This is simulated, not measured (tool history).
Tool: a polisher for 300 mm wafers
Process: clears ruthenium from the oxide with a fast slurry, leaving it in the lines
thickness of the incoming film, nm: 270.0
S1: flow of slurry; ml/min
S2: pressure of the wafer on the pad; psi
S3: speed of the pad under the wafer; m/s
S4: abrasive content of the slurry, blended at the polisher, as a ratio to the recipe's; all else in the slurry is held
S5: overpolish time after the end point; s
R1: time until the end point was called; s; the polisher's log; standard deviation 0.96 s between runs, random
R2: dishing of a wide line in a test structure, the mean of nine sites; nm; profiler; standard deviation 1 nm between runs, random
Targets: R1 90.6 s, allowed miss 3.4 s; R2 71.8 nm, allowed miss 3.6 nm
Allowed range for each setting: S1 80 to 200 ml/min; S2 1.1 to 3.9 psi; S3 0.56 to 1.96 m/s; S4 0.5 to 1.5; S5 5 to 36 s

| run | hour | S1 | S2 | S3 | S4 | S5 | R1 | R2 |
|---|---|---|---|---|---|---|---|---|
| 1 | 0 | 130 | 2.5 | 1.26 | 1 | 18 | 66.637 | 65.673 |
| 2 | 5.9 | 130 | 2.1 | 1.26 | 1 | 18 | 77.809 | 58.772 |
| 3 | 12.7 | 125 | 2 | 1.26 | 1 | 20 | 80.336 | 61.142 |
| 4 | 15.9 | 145 | 2 | 1.26 | 1 | 20 | 80.087 | 62.781 |
| 5 | 21.8 | 145 | 2 | 1.26 | 1 | 17 | 80.172 | 53.393 |
| 6 | 25.9 | 145 | 1.6 | 1.26 | 1 | 17 | 98.673 | 45.352 |
| 7 | 29.5 | 145 | 1.6 | 1.26 | 1 | 19 | 98.559 | 49.417 |
| 8 | 30 | 145 | 1.6 | 1.26 | 1 | 21 | 99.899 | 56.162 |

Below are 5 possible settings for the next run. Only one of them brings all results inside the allowed miss of their targets. Which is it?
| A | 30.5 | 115 | 1.8 | 0.84 | 1.1 | 16 | ? | ? |
| B | 30.5 | 135 | 1.5 | 1.18 | 0.85 | 20 | ? | ? |
| C | 30.5 | 155 | 1.7 | 1.14 | 0.9 | 27 | ? | ? |
| D | 30.5 | 145 | 1.8 | 1.26 | 0.95 | 27 | ? | ? |
| E | 30.5 | 170 | 1.3 | 1.36 | 1.1 | 17 | ? | ? |

| move | R1 | R2 |
|---|---|---|
| A | 114.71 | 37.397 |
| B | 120.69 | 43.627 |
| C | 103.71 | 64.238 |
| D | 90.552 | 71.72 |
| E | 105.99 | 42.383 |
A: lands further from the targets than the last run did
B: lands further from the targets than the last run did
C: better than the last run, though not everything is in spec
D: every result within its allowed miss
E: lands further from the targets than the last run did
Move D is the one to make.
